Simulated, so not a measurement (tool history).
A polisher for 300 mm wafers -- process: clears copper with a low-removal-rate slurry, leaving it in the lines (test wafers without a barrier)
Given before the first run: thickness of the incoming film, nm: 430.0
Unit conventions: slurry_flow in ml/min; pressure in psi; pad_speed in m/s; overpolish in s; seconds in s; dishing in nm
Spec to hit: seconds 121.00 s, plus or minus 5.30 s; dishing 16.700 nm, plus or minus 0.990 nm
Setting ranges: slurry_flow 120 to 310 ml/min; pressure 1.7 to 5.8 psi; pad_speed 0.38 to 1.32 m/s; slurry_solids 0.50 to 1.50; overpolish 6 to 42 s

run	hour	slurry_flow	pressure	pad_speed	slurry_solids	overpolish	seconds	dishing
1	0.0	200	3.7	0.84	1.00	21	165.42	38.477
2	2.3	200	3.7	0.84	1.00	13	164.97	25.148
3	3.8	200	3.1	0.84	1.00	13	199.14	21.515
4	5.4	205	3.3	0.88	1.00	11	178.92	20.608
5	6.7	205	3.3	0.88	1.20	11	175.22	20.755
6	9.5	185	3.3	0.88	1.20	11	175.42	21.152
7	16.4	220	3.2	0.96	1.30	10	160.60	20.451
8	19.8	245	3.1	1.04	1.35	9	152.24	19.158
9	23.7	265	3.0	1.12	1.40	8	146.39	17.400

Pick the move, out of 5, that brings all results within their allowed miss; only one does.
A	27.6	250	3.7	1.32	1.35	6	?	?
B	27.6	250	2.4	1.08	1.30	11	?	?
C	27.6	210	4.0	1.02	1.50	6	?	?
D	27.6	260	2.9	1.10	1.40	8	?	?
E	27.6	245	3.1	1.20	1.40	6	?	?

move	seconds	dishing
A	106.34	18.992
B	189.80	19.205
C	121.72	16.766
D	154.02	17.464
E	135.33	15.085
A: carries the result that was furthest off beyond its target, to the other side
B: the biggest miss grows against the last run
C: meets every target
D: the biggest miss grows against the last run
E: closer than the last run, but not yet in spec
C is the move that brings every result within its allowed miss.
